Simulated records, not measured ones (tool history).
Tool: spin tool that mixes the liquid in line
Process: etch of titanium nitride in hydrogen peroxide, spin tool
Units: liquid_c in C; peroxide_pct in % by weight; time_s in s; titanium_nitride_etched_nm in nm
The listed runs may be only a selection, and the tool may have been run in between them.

run 1 hour=0.0 | liquid_c=54.0 peroxide_pct=21.5 time_s=315 | titanium_nitride_etched_nm=18.4970
run 2 hour=5.8 | liquid_c=54.0 peroxide_pct=21.5 time_s=315 | titanium_nitride_etched_nm=18.4390
run 3 hour=11.3 | liquid_c=57.0 peroxide_pct=21.5 time_s=315 | titanium_nitride_etched_nm=22.6010
run 4 hour=14.8 | liquid_c=62.5 peroxide_pct=21.5 time_s=315 | titanium_nitride_etched_nm=33.0130
run 5 hour=21.5 | liquid_c=62.5 peroxide_pct=21.5 time_s=315 | titanium_nitride_etched_nm=33.1990
run 6 hour=27.0 | liquid_c=66.0 peroxide_pct=21.5 time_s=315 | titanium_nitride_etched_nm=41.3700
run 7 hour=28.8 | liquid_c=61.0 peroxide_pct=21.5 time_s=315 | titanium_nitride_etched_nm=29.5740
run 8 hour=31.0 | liquid_c=57.0 peroxide_pct=21.5 time_s=315 | titanium_nitride_etched_nm=22.5430
run 9 hour=31.8 | liquid_c=54.0 peroxide_pct=21.5 time_s=315 | titanium_nitride_etched_nm=18.3430
run 10 hour=36.7 | liquid_c=51.5 peroxide_pct=21.5 time_s=315 | titanium_nitride_etched_nm=15.3990
run 11 hour=40.9 | liquid_c=49.5 peroxide_pct=21.5 time_s=315 | titanium_nitride_etched_nm=13.3060
run 12 hour=44.6 | liquid_c=48.0 peroxide_pct=21.5 time_s=315 | titanium_nitride_etched_nm=11.9270
run 13 hour=47.1 | liquid_c=47.0 peroxide_pct=21.5 time_s=315 | titanium_nitride_etched_nm=11.0730
run 14 hour=51.8 | liquid_c=46.0 peroxide_pct=21.5 time_s=315 | titanium_nitride_etched_nm=10.2610
run 15 hour=57.2 | liquid_c=41.0 peroxide_pct=21.5 time_s=315 | titanium_nitride_etched_nm=7.0323

Predict the results of run 16:
run 16 hour=64.1 | liquid_c=41.5 peroxide_pct=21.5 time_s=315 | titanium_nitride_etched_nm=?

titanium_nitride_etched_nm: 7.3611 nm
